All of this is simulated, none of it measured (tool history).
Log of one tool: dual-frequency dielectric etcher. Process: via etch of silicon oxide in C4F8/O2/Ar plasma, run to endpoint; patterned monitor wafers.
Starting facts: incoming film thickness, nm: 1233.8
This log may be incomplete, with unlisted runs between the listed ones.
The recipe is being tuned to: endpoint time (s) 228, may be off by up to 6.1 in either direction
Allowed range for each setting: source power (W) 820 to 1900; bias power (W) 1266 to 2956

| run | hour | source power (W) | bias power (W) | endpoint time (s) |
|---|---|---|---|---|
| 1 | 0 | 1360 | 2111 | 256.65 |
| 2 | 4.5 | 1490 | 2111 | 249.37 |
| 3 | 9.4 | 1330 | 2111 | 263.75 |
| 4 | 16.9 | 1480 | 2111 | 248.55 |
| 5 | 24 | 1520 | 2130 | 246.38 |
| 6 | 26.6 | 1330 | 2130 | 260.39 |
| 7 | 29.5 | 1390 | 2164 | 251.78 |
| 8 | 30.3 | 1430 | 2183 | 254.57 |

Which of these 4 next moves meets every target?
| A | 31.1 | 1430 | 2903 | ? |
| B | 31.1 | 1580 | 2114 | ? |
| C | 31.1 | 1610 | 2888 | ? |
| D | 31.1 | 1660 | 2798 | ? |

| move | endpoint time (s) |
|---|---|
| A | 232.55 |
| B | 243.7 |
| C | 219.49 |
| D | 218.36 |
A: meets every target
B: closes in on the targets versus the last run, not all within tolerance yet
C: takes the biggest miss from the last run beyond its target
D: takes the biggest miss from the last run beyond its target
So the answer is move A, the one that meets all the targets.
